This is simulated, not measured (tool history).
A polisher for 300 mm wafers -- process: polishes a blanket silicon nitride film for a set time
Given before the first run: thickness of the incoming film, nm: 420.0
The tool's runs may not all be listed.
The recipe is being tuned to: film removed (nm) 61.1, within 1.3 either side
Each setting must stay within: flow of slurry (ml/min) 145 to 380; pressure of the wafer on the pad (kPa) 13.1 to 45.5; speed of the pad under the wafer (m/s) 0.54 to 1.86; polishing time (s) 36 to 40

run,hour,flow of slurry (ml/min),pressure of the wafer on the pad (kPa),speed of the pad under the wafer (m/s),polishing time (s),film removed (nm)
1,0,245,29,1.18,40,86.204
2,2.9,240,26.9,1.18,40,79.056
3,7.1,230,25.5,1.18,40,75.733
4,11.7,230,24.1,1.18,40,70.608
5,16.8,225,23.4,1.18,40,69.129
6,23.6,220,22.8,1.18,40,66.512
7,30.9,210,22.8,1.18,40,65.964
# hour 34.1: slurry nozzle cleaned
8,34.1,180,20.7,1.18,40,63.281

Exactly one of the 5 candidate moves below puts every result within its allowed miss. Which one?
A,37.3,220,17.2,1.42,36,?
B,37.3,175,20.7,1.2,40,?
C,37.3,170,25.5,0.96,40,?
D,37.3,205,26.2,0.94,39,?
E,37.3,145,22.1,1.1,40,?

move,film removed (nm)
A,57.35
B,63.952
C,65.117
D,66.078
E,61.11
A: takes the result that was furthest off past its target
B: misses by more than the last run did
C: misses by more than the last run did
D: misses by more than the last run did
E: each result inside its tolerance
So the answer is move E, the one that meets all the targets.
